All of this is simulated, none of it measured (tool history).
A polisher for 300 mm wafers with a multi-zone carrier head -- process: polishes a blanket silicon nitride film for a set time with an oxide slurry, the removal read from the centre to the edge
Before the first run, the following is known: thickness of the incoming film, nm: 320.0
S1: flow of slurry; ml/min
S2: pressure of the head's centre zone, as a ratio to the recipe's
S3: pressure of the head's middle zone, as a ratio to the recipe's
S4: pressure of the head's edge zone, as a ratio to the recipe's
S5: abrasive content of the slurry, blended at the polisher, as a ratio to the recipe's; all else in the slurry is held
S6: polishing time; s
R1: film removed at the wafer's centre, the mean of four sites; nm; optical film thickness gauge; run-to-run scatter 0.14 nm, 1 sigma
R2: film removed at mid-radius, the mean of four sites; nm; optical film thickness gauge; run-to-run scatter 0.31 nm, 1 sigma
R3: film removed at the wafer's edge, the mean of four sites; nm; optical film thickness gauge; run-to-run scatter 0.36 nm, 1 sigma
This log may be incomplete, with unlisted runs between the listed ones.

{"run": 1, "hour": 0.0, "S1": 270, "S2": 1, "S3": 1, "S4": 1, "S5": 1, "S6": 47, "R1": 28.521, "R2": 27.668, "R3": 27.92}
{"run": 2, "hour": 2.7, "S1": 270, "S2": 1, "S3": 1.06, "S4": 1, "S5": 1, "S6": 47, "R1": 28.41, "R2": 28.908, "R3": 28.462}
{"run": 3, "hour": 3.4, "S1": 270, "S2": 1.07, "S3": 1.06, "S4": 1, "S5": 1, "S6": 47, "R1": 30.242, "R2": 29.273, "R3": 27.865}
{"run": 4, "hour": 10.6, "S1": 270, "S2": 1.07, "S3": 1.06, "S4": 1, "S5": 0.9, "S6": 47, "R1": 28.816, "R2": 28.156, "R3": 27}
{"run": 5, "hour": 15.4, "S1": 330, "S2": 1.07, "S3": 1.06, "S4": 1, "S5": 0.9, "S6": 47, "R1": 29.421, "R2": 28.173, "R3": 27.63}
{"run": 6, "hour": 18.1, "S1": 325, "S2": 1.03, "S3": 1.04, "S4": 1, "S5": 0.9, "S6": 47, "R1": 28.208, "R2": 27.99, "R3": 27.561}

Run 7 comes next. What will it give?
{"hour": 18.9, "done": "worn pad replaced by a new one"}
{"run": 7, "hour": 18.9, "S1": 320, "S2": 1, "S3": 1.02, "S4": 1.01, "S5": 0.9, "S6": 47, "R1": "?", "R2": "?", "R3": "?"}

{"run 7": {"R1": 29.125, "R2": 28.771, "R3": 28.935}}
